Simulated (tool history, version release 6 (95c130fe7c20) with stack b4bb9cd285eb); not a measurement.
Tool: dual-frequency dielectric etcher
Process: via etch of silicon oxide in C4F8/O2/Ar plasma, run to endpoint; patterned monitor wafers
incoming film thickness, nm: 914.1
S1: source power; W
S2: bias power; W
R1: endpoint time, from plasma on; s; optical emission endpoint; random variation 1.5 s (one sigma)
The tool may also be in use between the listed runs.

Run 1, day 0: S1 1530 W, S2 1639 W. Result: R1 209.87 s.
Run 2, day 0.112: S1 1640 W, S2 1709 W. Result: R1 200.28 s.
Run 3, day 0.142: S1 1720 W, S2 1748 W. Result: R1 194.78 s.
Run 4, day 0.404: S1 1720 W, S2 1616 W. Result: R1 199.48 s.
Run 5, day 0.467: S1 1800 W, S2 1665 W. Result: R1 191.4 s.
Run 6, day 0.812: S1 1860 W, S2 1686 W. Result: R1 187.66 s.

Forecast run 7:
Run 7, day 1.075: S1 1910 W, S2 1704 W. Result: R1 ?.

Run 7 gave R1 186.02 s.

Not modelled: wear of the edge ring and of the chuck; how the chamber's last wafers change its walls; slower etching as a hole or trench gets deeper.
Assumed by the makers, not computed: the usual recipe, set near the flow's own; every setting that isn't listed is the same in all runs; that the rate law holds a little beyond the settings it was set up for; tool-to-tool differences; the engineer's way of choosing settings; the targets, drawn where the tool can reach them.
